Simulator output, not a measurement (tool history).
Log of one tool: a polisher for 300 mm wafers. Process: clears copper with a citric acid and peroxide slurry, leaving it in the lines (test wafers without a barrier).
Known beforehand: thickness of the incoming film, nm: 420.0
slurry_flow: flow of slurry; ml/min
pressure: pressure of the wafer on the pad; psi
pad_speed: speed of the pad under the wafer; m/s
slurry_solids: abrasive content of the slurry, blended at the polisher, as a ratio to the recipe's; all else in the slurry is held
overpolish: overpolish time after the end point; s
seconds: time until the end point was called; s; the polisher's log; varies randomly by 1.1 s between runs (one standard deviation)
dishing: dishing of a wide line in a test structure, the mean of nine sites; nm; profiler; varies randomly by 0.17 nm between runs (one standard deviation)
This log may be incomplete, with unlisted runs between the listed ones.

| run | day | slurry_flow | pressure | pad_speed | slurry_solids | overpolish | seconds | dishing |
|---|---|---|---|---|---|---|---|---|
| 1 | 0 | 285 | 3.5 | 1.26 | 1 | 8 | 109.08 | 21.039 |
| 2 | 0.271 | 285 | 3.7 | 1.28 | 1 | 6 | 105.57 | 17.425 |
| 3 | 0.596 | 325 | 3.7 | 1.28 | 1 | 6 | 103.15 | 17.005 |
| 4 | 0.908 | 325 | 4.2 | 1.28 | 1 | 6 | 91.768 | 19.137 |
| 5 | 1.208 | 325 | 4.5 | 1.28 | 1 | 6 | 89.39 | 20.025 |
| 6 | 1.233 | 355 | 4.3 | 1.36 | 1 | 5 | 86.262 | 17.49 |
| 7 | 1.35 | 380 | 4.3 | 1.42 | 1 | 4 | 82.162 | 14.953 |
| 8 | 1.625 | 390 | 4.3 | 1.44 | 1 | 4 | 79.113 | 15.143 |
| 9 | 1.662 | 390 | 4.3 | 1.44 | 1 | 4 | 81.057 | 14.702 |
| 10 | 1.946 | 390 | 4.3 | 1.44 | 1 | 4 | 81.398 | 15.163 |
| 11 | 2.142 | 395 | 4.3 | 1.46 | 1 | 4 | 81.002 | 15.225 |
| 12 | 2.254 | 400 | 4.4 | 1.48 | 1 | 4 | 77.308 | 15.727 |
| 13 | 2.612 | 445 | 4.4 | 1.48 | 0.95 | 2 | 74.959 | 8.3451 |

What does the tool deliver on the next run?
| 14 | 2.979 | 415 | 4.5 | 1.48 | 0.95 | 2 | ? | ? |

{"run 14": {"seconds": 75.057, "dishing": 8.3589}}
